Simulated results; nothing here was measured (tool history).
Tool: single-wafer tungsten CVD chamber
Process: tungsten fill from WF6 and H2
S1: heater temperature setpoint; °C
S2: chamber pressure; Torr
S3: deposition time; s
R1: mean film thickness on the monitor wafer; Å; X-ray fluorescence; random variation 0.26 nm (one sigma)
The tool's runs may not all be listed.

run 1 hour=0.0 | S1=400 S2=31.2 S3=12.6 | R1=358.89
run 2 hour=2.6 | S1=390 S2=31.2 S3=12.6 | R1=295.41
run 3 hour=10.1 | S1=390 S2=31.2 S3=12.6 | R1=296.20
run 4 hour=15.6 | S1=390 S2=26.6 S3=12.6 | R1=269.86
run 5 hour=20.8 | S1=390 S2=28.5 S3=12.6 | R1=280.49
run 6 hour=29.8 | S1=390 S2=28.5 S3=12.6 | R1=281.57
run 7 hour=31.0 | S1=398 S2=28.8 S3=12.6 | R1=330.13
run 8 hour=37.8 | S1=404 S2=29.0 S3=12.6 | R1=369.37
run 9 hour=41.0 | S1=408 S2=29.2 S3=12.6 | R1=401.60
run 10 hour=43.4 | S1=411 S2=29.3 S3=12.6 | R1=423.50
run 11 hour=51.5 | S1=411 S2=29.3 S3=12.6 | R1=423.91
run 12 hour=52.5 | S1=414 S2=29.4 S3=12.6 | R1=442.88
-- hour=53.4 capacitance manometer re-zeroed and calibrated
run 13 hour=53.4 | S1=416 S2=29.5 S3=12.6 | R1=472.05

Forecast run 14:
run 14 hour=61.5 | S1=417 S2=29.5 S3=12.6 | R1=?

{"run 14": {"R1": 479.38}}

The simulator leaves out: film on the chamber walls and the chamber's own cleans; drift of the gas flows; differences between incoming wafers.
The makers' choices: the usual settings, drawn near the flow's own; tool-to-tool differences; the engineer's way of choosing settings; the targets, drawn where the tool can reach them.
